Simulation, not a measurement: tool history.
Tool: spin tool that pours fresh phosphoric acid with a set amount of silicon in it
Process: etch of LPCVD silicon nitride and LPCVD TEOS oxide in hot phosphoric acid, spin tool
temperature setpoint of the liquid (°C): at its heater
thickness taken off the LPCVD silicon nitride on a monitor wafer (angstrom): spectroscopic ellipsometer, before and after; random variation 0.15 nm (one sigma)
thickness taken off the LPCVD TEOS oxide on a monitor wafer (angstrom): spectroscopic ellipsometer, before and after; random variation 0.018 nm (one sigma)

run	hour	temperature setpoint of the liquid (°C)	silicon dissolved in the acid as it is poured (mg a litre)	time under the liquid (s)	thickness taken off the LPCVD silicon nitride on a monitor wafer (angstrom)	thickness taken off the LPCVD TEOS oxide on a monitor wafer (angstrom)
1	0	162	20	135	133.93	4.1375
2	3.3	162	20	185	185.61	5.3959
3	6.2	162	24	190	187.61	5.0324
4	10.5	160.5	24	190	179.75	4.7331
5	12.2	160.5	30	190	182.3	3.735
6	13.7	160.5	30	170	159.51	3.1724
7	22.3	161	32	175	166.41	3.3228
8	24.3	160	45	235	220.43	1.8175
9	29	160	45	235	218.41	1.902

Forecast run 10:
10	29.7	160.5	44	235	?	?

thickness taken off the LPCVD silicon nitride on a monitor wafer (angstrom): 219.85
thickness taken off the LPCVD TEOS oxide on a monitor wafer (angstrom): 1.8058

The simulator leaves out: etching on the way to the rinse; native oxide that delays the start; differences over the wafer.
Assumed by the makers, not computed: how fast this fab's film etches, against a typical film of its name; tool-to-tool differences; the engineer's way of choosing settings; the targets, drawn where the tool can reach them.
